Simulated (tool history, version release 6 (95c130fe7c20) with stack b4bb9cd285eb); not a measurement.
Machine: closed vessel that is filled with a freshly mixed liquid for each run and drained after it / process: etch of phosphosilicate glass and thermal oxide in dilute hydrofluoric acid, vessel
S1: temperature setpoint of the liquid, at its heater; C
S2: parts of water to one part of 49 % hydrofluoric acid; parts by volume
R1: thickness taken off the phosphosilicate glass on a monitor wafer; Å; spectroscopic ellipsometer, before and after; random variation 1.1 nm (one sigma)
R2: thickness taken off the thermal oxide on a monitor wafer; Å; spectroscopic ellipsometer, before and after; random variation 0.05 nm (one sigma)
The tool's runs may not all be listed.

Run 1, hour 0.0: S1 20.0 C, S2 50 parts by volume, time in the liquid (s) 60. Result: R1 1224.5 Å, R2 45.454 Å.
Run 2, hour 1.9: S1 23.0 C, S2 50 parts by volume, time in the liquid (s) 60. Result: R1 1389.6 Å, R2 51.733 Å.
Run 3, hour 8.8: S1 24.0 C, S2 50 parts by volume, time in the liquid (s) 60. Result: R1 1458.5 Å, R2 54.636 Å.
Run 4, hour 17.6: S1 24.0 C, S2 50 parts by volume, time in the liquid (s) 80. Result: R1 1926.9 Å, R2 72.000 Å.
At hour 21.6: hydrofluoric acid flow meter replaced.
Run 5, hour 21.6: S1 24.0 C, S2 50 parts by volume, time in the liquid (s) 90. Result: R1 2048.2 Å, R2 76.434 Å.
Run 6, hour 22.9: S1 23.5 C, S2 50 parts by volume, time in the liquid (s) 90. Result: R1 2012.1 Å, R2 75.102 Å.

Run 7 has not been measured yet. What should we expect?
Run 7, hour 24.8: S1 23.0 C, S2 50 parts by volume, time in the liquid (s) 90. Result: R1 ?, R2 ?.

R1: 1964.4 Å
R2: 72.881 Å
